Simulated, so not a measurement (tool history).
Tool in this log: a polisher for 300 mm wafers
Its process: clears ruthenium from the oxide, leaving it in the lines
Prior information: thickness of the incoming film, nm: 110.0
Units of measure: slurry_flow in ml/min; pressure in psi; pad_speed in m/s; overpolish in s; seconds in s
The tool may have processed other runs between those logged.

run 1 hour=0 | slurry_flow=135 pressure=1.9 pad_speed=0.8 overpolish=41 | seconds=163.78
run 2 hour=2.1 | slurry_flow=155 pressure=1.9 pad_speed=0.8 overpolish=41 | seconds=160.71
run 3 hour=9.2 | slurry_flow=155 pressure=1.9 pad_speed=0.96 overpolish=41 | seconds=136.88
run 4 hour=17.3 | slurry_flow=165 pressure=1.9 pad_speed=0.96 overpolish=41 | seconds=133.97
run 5 hour=18.7 | slurry_flow=165 pressure=2.1 pad_speed=0.96 overpolish=41 | seconds=125
run 6 hour=25.2 | slurry_flow=165 pressure=1.9 pad_speed=0.96 overpolish=41 | seconds=134.49
run 7 hour=33.3 | slurry_flow=165 pressure=1.8 pad_speed=0.96 overpolish=41 | seconds=143.06

Run 8, settings as shown, results not yet in. Your forecast:
run 8 hour=37.2 | slurry_flow=165 pressure=1.7 pad_speed=0.96 overpolish=41 | seconds=?

{"run 8": {"seconds": 152.36}}
